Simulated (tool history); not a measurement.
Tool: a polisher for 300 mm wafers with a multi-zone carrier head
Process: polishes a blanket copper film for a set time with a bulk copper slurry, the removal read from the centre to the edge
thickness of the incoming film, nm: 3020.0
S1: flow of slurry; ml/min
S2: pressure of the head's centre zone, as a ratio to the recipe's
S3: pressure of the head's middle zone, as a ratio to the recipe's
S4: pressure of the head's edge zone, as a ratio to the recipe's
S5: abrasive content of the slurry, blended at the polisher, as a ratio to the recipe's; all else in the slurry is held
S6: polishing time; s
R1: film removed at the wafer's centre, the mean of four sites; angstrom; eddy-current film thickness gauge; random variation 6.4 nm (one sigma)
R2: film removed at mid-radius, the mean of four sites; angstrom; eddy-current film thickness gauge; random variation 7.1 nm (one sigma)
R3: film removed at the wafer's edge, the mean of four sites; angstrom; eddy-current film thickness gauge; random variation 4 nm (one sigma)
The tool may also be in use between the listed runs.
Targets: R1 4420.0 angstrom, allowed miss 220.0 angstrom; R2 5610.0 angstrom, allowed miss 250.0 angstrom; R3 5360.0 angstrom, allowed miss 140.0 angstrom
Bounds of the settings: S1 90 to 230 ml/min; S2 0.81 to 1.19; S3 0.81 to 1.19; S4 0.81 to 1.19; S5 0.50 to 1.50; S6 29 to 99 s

run,hour,S1,S2,S3,S4,S5,S6,R1,R2,R3
1,0.0,150,1.00,1.00,1.00,1.00,64,6625.5,6525.7,6750.3
2,3.9,150,1.00,1.00,1.00,0.80,64,6232.6,6176.5,6462.9
3,12.7,150,1.00,1.00,1.05,0.80,64,6108.2,6169.0,6462.9
4,17.1,145,0.99,1.01,1.05,0.75,63,5969.0,6051.4,6287.0
5,18.3,145,0.92,1.01,1.05,0.75,63,5359.4,5993.5,6364.0
6,21.6,140,0.92,1.02,1.04,0.70,62,5282.0,5957.2,5999.7
7,25.3,135,0.91,1.02,1.03,0.70,62,5111.7,5707.0,5948.0
8,30.1,130,0.90,1.03,1.02,0.70,62,5108.6,5742.5,5986.2
9,32.7,130,0.89,1.04,1.01,0.65,62,4921.9,5688.1,5746.1

4 next moves are on the table. One of them brings every result within its allowed miss. Which?
A,35.3,130,0.92,0.97,1.01,0.75,63,?,?,?
B,35.3,125,1.05,1.00,0.95,0.50,68,?,?,?
C,35.3,110,0.84,1.07,0.93,0.50,66,?,?,?
D,35.3,150,1.02,1.12,1.02,0.50,61,?,?,?

move,R1,R2,R3
A,5265.4,5764.8,6104.2
B,5739.3,5643.3,5684.4
C,4337.7,5678.1,5377.3
D,5175.0,5743.3,5362.0
A: further off than the last run
B: further off than the last run
C: meets every target
D: brings the result that was furthest off to its target, and leaves another outside
The right move is C.

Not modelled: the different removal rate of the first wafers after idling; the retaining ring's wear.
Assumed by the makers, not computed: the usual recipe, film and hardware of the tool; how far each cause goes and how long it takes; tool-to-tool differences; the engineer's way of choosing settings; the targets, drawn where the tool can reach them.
